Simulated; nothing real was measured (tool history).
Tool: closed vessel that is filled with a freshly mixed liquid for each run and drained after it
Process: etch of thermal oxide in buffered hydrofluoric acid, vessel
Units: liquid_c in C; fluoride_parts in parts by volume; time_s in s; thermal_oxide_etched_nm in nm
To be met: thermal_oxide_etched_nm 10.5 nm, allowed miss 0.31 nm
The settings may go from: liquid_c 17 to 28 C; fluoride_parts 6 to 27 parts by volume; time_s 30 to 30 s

run,day,liquid_c,fluoride_parts,time_s,thermal_oxide_etched_nm
1,0,20,16.5,30,18.861
2,0.188,22.5,16.5,30,21.447
3,0.254,22,17,30,20.318
4,0.321,21.5,17.5,30,19.241
5,0.588,21,18,30,18.193
6,0.796,22.5,18,30,19.807
7,1.038,18.5,23,30,12.513
8,1.279,18.5,23,30,12.505
9,1.35,17,25,30,10.924

5 next moves are on the table. One of them brings every result within its allowed miss. Which?
A,1.421,17,24.5,30,?
B,1.421,17,22.5,30,?
C,1.421,17,24,30,?
D,1.421,17,26.5,30,?
E,1.421,17,23.5,30,?

move,thermal_oxide_etched_nm
A,11.009
B,11.676
C,11.167
D,10.427
E,11.331
A: further off than the last run
B: further off than the last run
C: further off than the last run
D: meets every target
E: further off than the last run
Move D is the one to make.

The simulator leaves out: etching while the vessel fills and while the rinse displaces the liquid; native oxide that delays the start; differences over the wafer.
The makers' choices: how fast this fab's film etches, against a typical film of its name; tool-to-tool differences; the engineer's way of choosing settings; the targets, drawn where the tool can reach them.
